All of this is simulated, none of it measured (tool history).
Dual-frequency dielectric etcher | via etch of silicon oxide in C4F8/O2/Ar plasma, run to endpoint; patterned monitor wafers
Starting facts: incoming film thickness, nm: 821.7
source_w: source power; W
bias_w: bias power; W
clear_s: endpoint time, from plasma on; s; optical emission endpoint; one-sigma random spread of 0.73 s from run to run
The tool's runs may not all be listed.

run	day	source_w	bias_w	clear_s
1	0.000	2560	2187	131.59
2	0.371	2420	2153	138.14
3	0.546	2340	2147	141.25
4	0.879	2690	2147	128.25
5	1.075	2580	2138	132.32
6	1.225	2730	2138	127.78
7	1.458	2220	2007	149.08

Forecast run 8:
8	1.746	2190	2005	?

{"run 8": {"clear_s": 150.81}}
